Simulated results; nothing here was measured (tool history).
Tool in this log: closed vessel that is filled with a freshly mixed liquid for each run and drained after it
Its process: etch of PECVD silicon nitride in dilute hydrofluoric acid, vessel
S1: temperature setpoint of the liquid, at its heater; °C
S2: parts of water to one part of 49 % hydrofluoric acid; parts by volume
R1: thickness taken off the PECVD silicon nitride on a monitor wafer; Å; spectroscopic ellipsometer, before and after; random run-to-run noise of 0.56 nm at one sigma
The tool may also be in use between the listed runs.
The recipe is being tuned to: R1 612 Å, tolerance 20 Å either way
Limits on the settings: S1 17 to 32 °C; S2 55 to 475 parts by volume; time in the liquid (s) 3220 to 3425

Run 1, hour 0: S1 24 °C, S2 265 parts by volume, time in the liquid (s) 3220. Result: R1 363.67 Å.
Run 2, hour 6.2: S1 25 °C, S2 265 parts by volume, time in the liquid (s) 3220. Result: R1 389.78 Å.
Run 3, hour 10.1: S1 26 °C, S2 265 parts by volume, time in the liquid (s) 3220. Result: R1 410.38 Å.
Run 4, hour 14.4: S1 26 °C, S2 265 parts by volume, time in the liquid (s) 3425. Result: R1 432.82 Å.
Run 5, hour 22.5: S1 26.5 °C, S2 260 parts by volume, time in the liquid (s) 3425. Result: R1 452.21 Å.
Run 6, hour 30.9: S1 26.5 °C, S2 260 parts by volume, time in the liquid (s) 3425. Result: R1 465.16 Å.
Run 7, hour 35.3: S1 27 °C, S2 260 parts by volume, time in the liquid (s) 3425. Result: R1 485.72 Å.
Run 8, hour 38.6: S1 27 °C, S2 260 parts by volume, time in the liquid (s) 3425. Result: R1 477.05 Å.
Run 9, hour 43.8: S1 27.5 °C, S2 260 parts by volume, time in the liquid (s) 3425. Result: R1 490.56 Å.
Run 10, hour 45.9: S1 28 °C, S2 260 parts by volume, time in the liquid (s) 3425. Result: R1 506.75 Å.
Run 11, hour 52.1: S1 28.5 °C, S2 260 parts by volume, time in the liquid (s) 3425. Result: R1 517.43 Å.
Run 12, hour 54: S1 29 °C, S2 260 parts by volume, time in the liquid (s) 3425. Result: R1 534.4 Å.

5 candidate next runs follow, results not yet known. Just one meets every target within its allowed miss. Identify it.
Run A, hour 55.9: S1 28.5 °C, S2 205 parts by volume, time in the liquid (s) 3400. Result: R1 ?.
Run B, hour 55.9: S1 30.5 °C, S2 250 parts by volume, time in the liquid (s) 3220. Result: R1 ?.
Run C, hour 55.9: S1 28 °C, S2 260 parts by volume, time in the liquid (s) 3425. Result: R1 ?.
Run D, hour 55.9: S1 30.5 °C, S2 230 parts by volume, time in the liquid (s) 3425. Result: R1 ?.
Run E, hour 55.9: S1 32 °C, S2 275 parts by volume, time in the liquid (s) 3425. Result: R1 ?.

move      R1
   A  650.47
   B  567.12
   C  499.78
   D  657.08
   E  596.36
A: takes the result that was furthest off past its target
B: closer than the last run, but not yet in spec
C: the biggest miss grows against the last run
D: takes the result that was furthest off past its target
E: every result within its allowed miss
Answer: E
